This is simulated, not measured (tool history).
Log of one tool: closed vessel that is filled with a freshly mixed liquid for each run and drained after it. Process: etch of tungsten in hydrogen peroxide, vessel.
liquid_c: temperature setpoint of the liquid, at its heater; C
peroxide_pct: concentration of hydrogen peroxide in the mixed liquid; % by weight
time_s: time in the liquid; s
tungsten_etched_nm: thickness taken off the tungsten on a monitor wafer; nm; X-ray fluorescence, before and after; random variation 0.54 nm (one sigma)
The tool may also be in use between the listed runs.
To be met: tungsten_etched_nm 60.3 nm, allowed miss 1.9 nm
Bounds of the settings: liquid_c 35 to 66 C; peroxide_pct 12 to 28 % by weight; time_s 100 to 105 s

run	hour	liquid_c	peroxide_pct	time_s	tungsten_etched_nm
1	0	51	19	100	91.551
2	4.7	54	19	100	109.28
3	9	54	19	105	114.21
4	15.2	51.5	19	105	97.575
5	19.7	47.5	19	105	75.724
6	26.2	47.5	19	105	75.197
7	31.2	47	19	105	74.254
8	37.6	46.5	19	105	72.046
9	46.1	46	19	105	69.739
10	53.9	45.5	19	105	68.432
11	59.2	45	19	105	65.232
12	68	44.5	19	105	63.096

5 next moves are on the table. One of them brings every result within its allowed miss. Which?
A	76.8	43.5	21.5	100	?
B	76.8	46	14	100	?
C	76.8	47	16.5	100	?
D	76.8	44	20.5	105	?
E	76.8	44	17	100	?

move	tungsten_etched_nm
A	60.768
B	57.423
C	66.358
D	64.316
E	55.78
A: meets every target
B: takes the result that was furthest off past its target
C: further off than the last run
D: further off than the last run
E: takes the result that was furthest off past its target
Answer: A

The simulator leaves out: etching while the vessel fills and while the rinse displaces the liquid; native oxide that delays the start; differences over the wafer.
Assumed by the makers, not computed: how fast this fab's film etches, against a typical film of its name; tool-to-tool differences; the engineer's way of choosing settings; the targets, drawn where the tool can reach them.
